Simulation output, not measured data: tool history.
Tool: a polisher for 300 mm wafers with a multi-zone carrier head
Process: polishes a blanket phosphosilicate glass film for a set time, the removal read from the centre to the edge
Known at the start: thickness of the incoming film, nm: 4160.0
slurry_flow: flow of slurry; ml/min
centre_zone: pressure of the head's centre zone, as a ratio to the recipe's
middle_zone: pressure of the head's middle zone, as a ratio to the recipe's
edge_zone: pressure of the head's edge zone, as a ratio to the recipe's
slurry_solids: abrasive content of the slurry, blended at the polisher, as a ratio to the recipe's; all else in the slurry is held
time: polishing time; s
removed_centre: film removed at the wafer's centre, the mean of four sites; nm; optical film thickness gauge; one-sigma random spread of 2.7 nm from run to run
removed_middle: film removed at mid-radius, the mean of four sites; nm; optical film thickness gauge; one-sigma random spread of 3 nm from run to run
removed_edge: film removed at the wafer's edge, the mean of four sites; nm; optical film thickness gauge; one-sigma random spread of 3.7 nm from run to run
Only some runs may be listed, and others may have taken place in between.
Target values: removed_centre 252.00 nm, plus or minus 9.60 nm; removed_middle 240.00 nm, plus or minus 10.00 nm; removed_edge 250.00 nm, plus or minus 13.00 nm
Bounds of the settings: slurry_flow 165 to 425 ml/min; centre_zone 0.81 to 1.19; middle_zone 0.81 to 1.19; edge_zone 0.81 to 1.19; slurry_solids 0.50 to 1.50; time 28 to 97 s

| run | hour | slurry_flow | centre_zone | middle_zone | edge_zone | slurry_solids | time | removed_centre | removed_middle | removed_edge |
|---|---|---|---|---|---|---|---|---|---|---|
| 1 | 0.0 | 275 | 1.00 | 1.00 | 1.00 | 1.00 | 62 | 387.18 | 384.84 | 396.20 |
| 2 | 8.3 | 275 | 1.00 | 1.00 | 1.00 | 1.00 | 52 | 328.27 | 326.73 | 328.70 |
| 3 | 16.9 | 275 | 1.00 | 1.00 | 0.96 | 1.00 | 52 | 328.18 | 327.05 | 318.80 |
| 4 | 24.8 | 275 | 1.00 | 1.00 | 0.96 | 1.05 | 52 | 335.23 | 330.73 | 332.71 |
| 5 | 27.6 | 275 | 0.99 | 0.98 | 0.96 | 1.00 | 52 | 321.77 | 325.23 | 321.80 |
| 6 | 35.5 | 275 | 1.02 | 0.98 | 0.96 | 1.00 | 52 | 331.04 | 320.94 | 318.80 |
| 7 | 37.0 | 270 | 1.02 | 0.96 | 0.96 | 0.95 | 52 | 330.11 | 315.53 | 315.64 |
| 8 | 40.7 | 270 | 1.01 | 0.94 | 0.97 | 0.90 | 51 | 312.46 | 288.66 | 301.88 |
| 9 | 48.6 | 270 | 1.00 | 0.93 | 0.96 | 0.85 | 51 | 298.50 | 282.50 | 289.32 |
| 10 | 54.9 | 270 | 0.99 | 0.92 | 0.95 | 0.80 | 51 | 288.68 | 267.49 | 291.86 |
| 11 | 56.1 | 270 | 0.99 | 0.93 | 0.94 | 0.75 | 51 | 280.77 | 267.57 | 275.36 |
| 12 | 64.6 | 270 | 0.98 | 0.92 | 0.93 | 0.75 | 51 | 282.29 | 268.71 | 273.12 |
| 13 | 70.5 | 270 | 0.97 | 0.91 | 0.92 | 0.75 | 51 | 276.14 | 263.78 | 282.04 |
| 14 | 71.2 | 270 | 0.97 | 0.91 | 0.92 | 0.70 | 51 | 265.61 | 250.94 | 258.26 |

4 next moves are on the table. One of them brings every result within its allowed miss. Which?
| A | 71.9 | 260 | 1.05 | 0.94 | 0.85 | 0.60 | 57 | ? | ? | ? |
| B | 71.9 | 295 | 0.95 | 0.91 | 0.93 | 0.65 | 50 | ? | ? | ? |
| C | 71.9 | 320 | 0.83 | 0.85 | 0.95 | 0.85 | 47 | ? | ? | ? |
| D | 71.9 | 280 | 1.19 | 1.12 | 0.81 | 0.50 | 52 | ? | ? | ? |

| move | removed_centre | removed_middle | removed_edge |
|---|---|---|---|
| A | 297.74 | 265.65 | 266.52 |
| B | 251.30 | 239.06 | 254.37 |
| C | 238.99 | 243.25 | 274.94 |
| D | 280.13 | 256.01 | 218.29 |
A: moves away from the targets compared with the last run
B: hits every target within its allowed miss
C: moves the result that the last run missed by most past its target, out the other side
D: moves away from the targets compared with the last run
Go with B: it meets all targets.
